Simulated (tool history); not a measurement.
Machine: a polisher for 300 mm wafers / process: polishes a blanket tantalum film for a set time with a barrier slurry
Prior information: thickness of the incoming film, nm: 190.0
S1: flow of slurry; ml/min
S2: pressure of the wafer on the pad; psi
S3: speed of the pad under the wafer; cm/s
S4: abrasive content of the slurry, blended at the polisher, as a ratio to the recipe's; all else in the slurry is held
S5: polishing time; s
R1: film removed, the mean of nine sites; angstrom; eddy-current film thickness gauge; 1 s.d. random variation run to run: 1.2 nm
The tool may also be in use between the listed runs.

{"run": 1, "hour": 0.0, "S1": 135, "S2": 2.2, "S3": 102, "S4": 1.0, "S5": 53, "R1": 947.35}
{"run": 2, "hour": 8.9, "S1": 135, "S2": 2.2, "S3": 102, "S4": 1.0, "S5": 53, "R1": 955.14}
{"run": 3, "hour": 14.6, "S1": 135, "S2": 2.2, "S3": 86, "S4": 1.0, "S5": 53, "R1": 854.26}
{"run": 4, "hour": 22.6, "S1": 135, "S2": 1.9, "S3": 86, "S4": 1.0, "S5": 53, "R1": 740.12}
{"run": 5, "hour": 23.4, "S1": 140, "S2": 2.1, "S3": 86, "S4": 1.0, "S5": 53, "R1": 815.77}
{"run": 6, "hour": 25.1, "S1": 170, "S2": 2.1, "S3": 86, "S4": 1.0, "S5": 53, "R1": 832.39}
{"run": 7, "hour": 30.6, "S1": 170, "S2": 2.1, "S3": 86, "S4": 1.0, "S5": 53, "R1": 847.09}
{"run": 8, "hour": 36.8, "S1": 170, "S2": 2.3, "S3": 86, "S4": 1.0, "S5": 53, "R1": 912.52}
{"run": 9, "hour": 37.5, "S1": 170, "S2": 2.5, "S3": 86, "S4": 1.0, "S5": 53, "R1": 1003.2}
{"run": 10, "hour": 41.6, "S1": 170, "S2": 2.5, "S3": 86, "S4": 1.0, "S5": 53, "R1": 994.05}
{"run": 11, "hour": 44.2, "S1": 170, "S2": 2.6, "S3": 86, "S4": 1.0, "S5": 53, "R1": 1049.2}
{"run": 12, "hour": 47.8, "S1": 170, "S2": 2.7, "S3": 86, "S4": 1.0, "S5": 53, "R1": 1072.9}
{"run": 13, "hour": 52.0, "S1": 170, "S2": 2.8, "S3": 86, "S4": 1.0, "S5": 53, "R1": 1098.4}
{"run": 14, "hour": 60.3, "S1": 170, "S2": 2.9, "S3": 86, "S4": 1.0, "S5": 53, "R1": 1150.6}
{"run": 15, "hour": 64.5, "S1": 170, "S2": 3.0, "S3": 86, "S4": 1.0, "S5": 53, "R1": 1211.9}

Predict the results of run 16:
{"run": 16, "hour": 72.9, "S1": 175, "S2": 3.1, "S3": 86, "S4": 1.0, "S5": 53, "R1": "?"}

R1: 1232.80 angstrom

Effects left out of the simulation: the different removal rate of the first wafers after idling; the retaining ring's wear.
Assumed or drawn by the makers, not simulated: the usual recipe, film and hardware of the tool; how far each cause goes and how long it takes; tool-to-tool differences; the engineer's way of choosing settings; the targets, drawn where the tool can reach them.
